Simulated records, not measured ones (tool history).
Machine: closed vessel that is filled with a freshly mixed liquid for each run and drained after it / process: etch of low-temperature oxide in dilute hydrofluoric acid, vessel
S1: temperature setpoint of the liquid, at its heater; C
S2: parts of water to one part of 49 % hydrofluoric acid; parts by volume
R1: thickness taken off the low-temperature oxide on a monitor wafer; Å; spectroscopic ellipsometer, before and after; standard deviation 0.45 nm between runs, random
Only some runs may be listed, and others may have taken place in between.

run 1 hour=0 | S1=23 S2=90 time_in_the_liquid_(s)=540 | R1=787.37
run 2 hour=7.3 | S1=22.5 S2=90 time_in_the_liquid_(s)=540 | R1=775.39
run 3 hour=14 | S1=22.5 S2=90 time_in_the_liquid_(s)=540 | R1=774.15
run 4 hour=22.2 | S1=22 S2=90 time_in_the_liquid_(s)=540 | R1=754.57
run 5 hour=26 | S1=21.5 S2=90 time_in_the_liquid_(s)=540 | R1=739.45
run 6 hour=30.7 | S1=21.5 S2=90 time_in_the_liquid_(s)=580 | R1=800.83
run 7 hour=38.1 | S1=21 S2=90 time_in_the_liquid_(s)=580 | R1=787.92

Run 8, settings as shown, results not yet in. Your forecast:
run 8 hour=42.1 | S1=20.5 S2=90 time_in_the_liquid_(s)=580 | R1=?

Run 8 measured R1 772.38 Å.

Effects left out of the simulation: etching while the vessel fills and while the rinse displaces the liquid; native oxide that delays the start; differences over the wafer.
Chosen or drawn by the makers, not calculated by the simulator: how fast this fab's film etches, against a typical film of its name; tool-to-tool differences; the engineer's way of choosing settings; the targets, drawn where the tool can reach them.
